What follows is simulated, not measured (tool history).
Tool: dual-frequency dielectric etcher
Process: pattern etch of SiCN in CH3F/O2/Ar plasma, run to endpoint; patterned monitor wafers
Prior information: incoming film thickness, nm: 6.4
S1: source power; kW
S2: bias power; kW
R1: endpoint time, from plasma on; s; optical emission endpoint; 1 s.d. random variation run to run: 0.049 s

run 1 hour=0 | S1=0.41 S2=0.105 | R1=13.208
run 2 hour=0.9 | S1=0.41 S2=0.093 | R1=13.666
run 3 hour=5.4 | S1=0.41 S2=0.08 | R1=14.469
run 4 hour=7.6 | S1=0.45 S2=0.083 | R1=13.895
run 5 hour=9.6 | S1=0.48 S2=0.087 | R1=13.548
run 6 hour=17 | S1=0.48 S2=0.096 | R1=13.125

Run 7, settings as shown, results not yet in. Your forecast:
run 7 hour=23.9 | S1=0.5 S2=0.099 | R1=?

Run 7 gave R1 12.846 s.
